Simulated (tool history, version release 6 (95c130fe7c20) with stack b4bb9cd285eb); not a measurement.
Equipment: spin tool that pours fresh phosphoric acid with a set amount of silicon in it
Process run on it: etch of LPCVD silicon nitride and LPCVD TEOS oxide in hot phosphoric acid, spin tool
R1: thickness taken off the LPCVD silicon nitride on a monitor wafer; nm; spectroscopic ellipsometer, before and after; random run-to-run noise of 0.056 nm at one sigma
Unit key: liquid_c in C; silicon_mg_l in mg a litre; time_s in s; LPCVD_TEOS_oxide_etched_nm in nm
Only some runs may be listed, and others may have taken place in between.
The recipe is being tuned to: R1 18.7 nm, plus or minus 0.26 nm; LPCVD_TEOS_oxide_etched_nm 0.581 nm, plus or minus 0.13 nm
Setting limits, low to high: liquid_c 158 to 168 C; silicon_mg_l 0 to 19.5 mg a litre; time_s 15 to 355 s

Run 1, day 0: liquid_c 163 C, silicon_mg_l 8.5 mg a litre, time_s 180 s. Result: R1 15.366 nm, LPCVD_TEOS_oxide_etched_nm 0.35167 nm.
Run 2, day 0.142: liquid_c 163 C, silicon_mg_l 4.5 mg a litre, time_s 180 s. Result: R1 15.371 nm, LPCVD_TEOS_oxide_etched_nm 0.44113 nm.
Run 3, day 0.183: liquid_c 164 C, silicon_mg_l 5 mg a litre, time_s 180 s. Result: R1 15.816 nm, LPCVD_TEOS_oxide_etched_nm 0.44505 nm.
Run 4, day 0.467: liquid_c 164 C, silicon_mg_l 5 mg a litre, time_s 225 s. Result: R1 19.8 nm, LPCVD_TEOS_oxide_etched_nm 0.58469 nm.
Run 5, day 0.496: liquid_c 163.5 C, silicon_mg_l 4.5 mg a litre, time_s 225 s. Result: R1 19.435 nm, LPCVD_TEOS_oxide_etched_nm 0.51376 nm.
Run 6, day 0.871: liquid_c 163.5 C, silicon_mg_l 3.5 mg a litre, time_s 225 s. Result: R1 19.389 nm, LPCVD_TEOS_oxide_etched_nm 0.59242 nm.
Run 7, day 1.071: liquid_c 163 C, silicon_mg_l 3 mg a litre, time_s 225 s. Result: R1 19.156 nm, LPCVD_TEOS_oxide_etched_nm 0.58108 nm.
Run 8, day 1.338: liquid_c 163 C, silicon_mg_l 3 mg a litre, time_s 225 s. Result: R1 19.122 nm, LPCVD_TEOS_oxide_etched_nm 0.59357 nm.

Next run, 4 choices. One meets every target within its allowed miss, the rest don't. Which?
Run A, day 1.604: liquid_c 162.5 C, silicon_mg_l 0.5 mg a litre, time_s 225 s. Result: R1 ?, LPCVD_TEOS_oxide_etched_nm ?.
Run B, day 1.604: liquid_c 163 C, silicon_mg_l 2 mg a litre, time_s 230 s. Result: R1 ?, LPCVD_TEOS_oxide_etched_nm ?.
Run C, day 1.604: liquid_c 164 C, silicon_mg_l 0 mg a litre, time_s 220 s. Result: R1 ?, LPCVD_TEOS_oxide_etched_nm ?.
Run D, day 1.604: liquid_c 161.5 C, silicon_mg_l 5 mg a litre, time_s 240 s. Result: R1 ?, LPCVD_TEOS_oxide_etched_nm ?.

move      R1  LPCVD_TEOS_oxide_etched_nm
   A  18.782                     0.58446
   B  19.524                     0.60288
   C  19.309                     0.64416
   D  19.372                     0.53107
A: every result lands within tolerance
B: lands further from the targets than the last run did
C: lands further from the targets than the last run did
D: lands further from the targets than the last run did
Move A is the one to make.
